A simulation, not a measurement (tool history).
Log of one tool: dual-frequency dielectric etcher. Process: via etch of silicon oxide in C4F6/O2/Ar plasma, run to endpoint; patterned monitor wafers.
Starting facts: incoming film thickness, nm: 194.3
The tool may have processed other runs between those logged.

run 1 hour=0.0 | bias_power_(kW)=0.564 source_power_(kW)=0.260 Ar_flow_(sccm)=359 | endpoint_time_(s)=54.474
run 2 hour=5.5 | bias_power_(kW)=0.489 source_power_(kW)=0.260 Ar_flow_(sccm)=359 | endpoint_time_(s)=58.032
run 3 hour=13.0 | bias_power_(kW)=0.532 source_power_(kW)=0.260 Ar_flow_(sccm)=358 | endpoint_time_(s)=56.052
run 4 hour=14.7 | bias_power_(kW)=0.567 source_power_(kW)=0.260 Ar_flow_(sccm)=357 | endpoint_time_(s)=54.374
run 5 hour=18.2 | bias_power_(kW)=0.567 source_power_(kW)=0.260 Ar_flow_(sccm)=328 | endpoint_time_(s)=54.014
run 6 hour=20.1 | bias_power_(kW)=0.567 source_power_(kW)=0.260 Ar_flow_(sccm)=300 | endpoint_time_(s)=53.638
run 7 hour=24.2 | bias_power_(kW)=0.592 source_power_(kW)=0.260 Ar_flow_(sccm)=299 | endpoint_time_(s)=52.521
run 8 hour=26.3 | bias_power_(kW)=0.612 source_power_(kW)=0.260 Ar_flow_(sccm)=299 | endpoint_time_(s)=51.692
run 9 hour=32.0 | bias_power_(kW)=0.628 source_power_(kW)=0.260 Ar_flow_(sccm)=299 | endpoint_time_(s)=51.028
run 10 hour=34.7 | bias_power_(kW)=0.628 source_power_(kW)=0.260 Ar_flow_(sccm)=299 | endpoint_time_(s)=51.256
run 11 hour=42.7 | bias_power_(kW)=0.643 source_power_(kW)=0.260 Ar_flow_(sccm)=299 | endpoint_time_(s)=50.695
run 12 hour=47.5 | bias_power_(kW)=0.656 source_power_(kW)=0.260 Ar_flow_(sccm)=299 | endpoint_time_(s)=50.492

Run 13 comes next. What will it give?
run 13 hour=49.7 | bias_power_(kW)=0.669 source_power_(kW)=0.260 Ar_flow_(sccm)=299 | endpoint_time_(s)=?

endpoint time (s): 50.310
